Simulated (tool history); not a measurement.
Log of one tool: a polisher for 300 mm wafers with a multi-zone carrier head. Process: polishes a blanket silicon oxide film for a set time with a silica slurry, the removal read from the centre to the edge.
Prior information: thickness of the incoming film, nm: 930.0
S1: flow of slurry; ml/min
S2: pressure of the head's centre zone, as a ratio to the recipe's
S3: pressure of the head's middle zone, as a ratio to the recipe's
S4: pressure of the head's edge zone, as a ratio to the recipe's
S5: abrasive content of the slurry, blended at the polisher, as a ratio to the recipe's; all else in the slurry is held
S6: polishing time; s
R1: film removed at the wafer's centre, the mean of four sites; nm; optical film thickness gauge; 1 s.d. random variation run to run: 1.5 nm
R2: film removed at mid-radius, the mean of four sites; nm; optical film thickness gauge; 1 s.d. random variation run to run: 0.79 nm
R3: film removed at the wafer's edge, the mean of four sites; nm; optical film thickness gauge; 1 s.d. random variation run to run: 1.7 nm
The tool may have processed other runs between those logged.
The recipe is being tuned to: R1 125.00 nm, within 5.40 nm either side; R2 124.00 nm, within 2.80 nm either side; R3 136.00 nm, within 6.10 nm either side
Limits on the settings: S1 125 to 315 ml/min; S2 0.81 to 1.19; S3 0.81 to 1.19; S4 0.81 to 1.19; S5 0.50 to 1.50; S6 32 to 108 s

| run | day | S1 | S2 | S3 | S4 | S5 | S6 | R1 | R2 | R3 |
|---|---|---|---|---|---|---|---|---|---|---|
| 1 | 0.000 | 205 | 1.00 | 1.00 | 1.00 | 1.00 | 70 | 170.69 | 186.50 | 193.36 |
| 2 | 0.033 | 205 | 1.00 | 1.00 | 1.00 | 0.85 | 70 | 160.30 | 175.26 | 180.85 |
| 3 | 0.242 | 195 | 0.99 | 0.96 | 0.96 | 0.75 | 69 | 143.73 | 159.68 | 166.19 |
| 4 | 0.583 | 190 | 1.01 | 0.92 | 0.93 | 0.70 | 68 | 141.10 | 146.66 | 158.96 |
| 5 | 0.788 | 185 | 1.02 | 0.90 | 0.90 | 0.65 | 68 | 139.75 | 139.78 | 146.37 |
| 6 | 0.921 | 185 | 1.05 | 0.90 | 0.90 | 0.65 | 68 | 142.58 | 140.01 | 148.83 |
| 7 | 1.154 | 175 | 1.03 | 0.88 | 0.88 | 0.65 | 68 | 140.58 | 136.76 | 148.09 |
| 8 | 1.433 | 175 | 1.02 | 0.87 | 0.87 | 0.60 | 68 | 134.88 | 130.92 | 142.83 |

5 next moves are on the table. One of them brings every result within its allowed miss. Which?
| A | 1.712 | 190 | 1.04 | 0.92 | 0.83 | 0.65 | 69 | ? | ? | ? |
| B | 1.712 | 145 | 1.01 | 0.88 | 0.91 | 0.55 | 68 | ? | ? | ? |
| C | 1.712 | 170 | 0.95 | 1.00 | 0.85 | 0.60 | 64 | ? | ? | ? |
| D | 1.712 | 150 | 0.92 | 0.84 | 0.96 | 0.65 | 71 | ? | ? | ? |
| E | 1.712 | 190 | 1.01 | 0.85 | 0.86 | 0.60 | 74 | ? | ? | ? |

| move | R1 | R2 | R3 |
|---|---|---|---|
| A | 148.25 | 144.48 | 144.90 |
| B | 125.66 | 123.02 | 133.73 |
| C | 119.01 | 135.14 | 129.39 |
| D | 129.15 | 134.63 | 154.31 |
| E | 149.04 | 141.74 | 152.40 |
A: its largest miss is bigger than the last run's
B: in spec on every target
C: its largest miss is bigger than the last run's
D: its largest miss is bigger than the last run's
E: its largest miss is bigger than the last run's
The move that meets every target is B.
